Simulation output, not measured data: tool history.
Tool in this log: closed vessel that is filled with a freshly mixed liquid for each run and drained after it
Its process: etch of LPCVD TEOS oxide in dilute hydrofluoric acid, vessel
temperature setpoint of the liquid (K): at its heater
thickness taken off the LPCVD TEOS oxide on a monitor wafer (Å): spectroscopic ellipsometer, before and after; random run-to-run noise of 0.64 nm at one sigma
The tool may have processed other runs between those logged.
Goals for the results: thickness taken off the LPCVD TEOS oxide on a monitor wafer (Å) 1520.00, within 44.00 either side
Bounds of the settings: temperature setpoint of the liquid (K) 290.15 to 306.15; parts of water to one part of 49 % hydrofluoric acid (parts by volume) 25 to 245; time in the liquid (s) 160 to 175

| run | hour | temperature setpoint of the liquid (K) | parts of water to one part of 49 % hydrofluoric acid (parts by volume) | time in the liquid (s) | thickness taken off the LPCVD TEOS oxide on a monitor wafer (Å) |
|---|---|---|---|---|---|
| 1 | 0.0 | 298.15 | 135 | 160 | 588.41 |
| 2 | 3.1 | 298.15 | 135 | 160 | 585.05 |
| 3 | 7.2 | 298.15 | 90 | 160 | 922.44 |
| 4 | 13.9 | 299.65 | 85 | 160 | 1054.10 |
| 5 | 15.6 | 300.65 | 85 | 160 | 1087.50 |
| 6 | 17.3 | 300.65 | 85 | 160 | 1087.20 |
| 7 | 26.5 | 301.65 | 85 | 160 | 1136.90 |
| 8 | 29.2 | 305.65 | 70 | 160 | 1633.70 |

Below are 4 possible settings for the next run. Only one of them brings all results inside the allowed miss of their targets. Which is it?
| A | 31.9 | 305.15 | 80 | 175 | ? |
| B | 31.9 | 303.15 | 65 | 165 | ? |
| C | 31.9 | 305.15 | 75 | 175 | ? |
| D | 31.9 | 305.15 | 70 | 165 | ? |

| move | thickness taken off the LPCVD TEOS oxide on a monitor wafer (Å) |
|---|---|
| A | 1527.50 |
| B | 1677.50 |
| C | 1641.10 |
| D | 1670.20 |
A: all results in spec
B: its largest miss is bigger than the last run's
C: its largest miss is bigger than the last run's
D: its largest miss is bigger than the last run's
So the answer is move A, the one that meets all the targets.
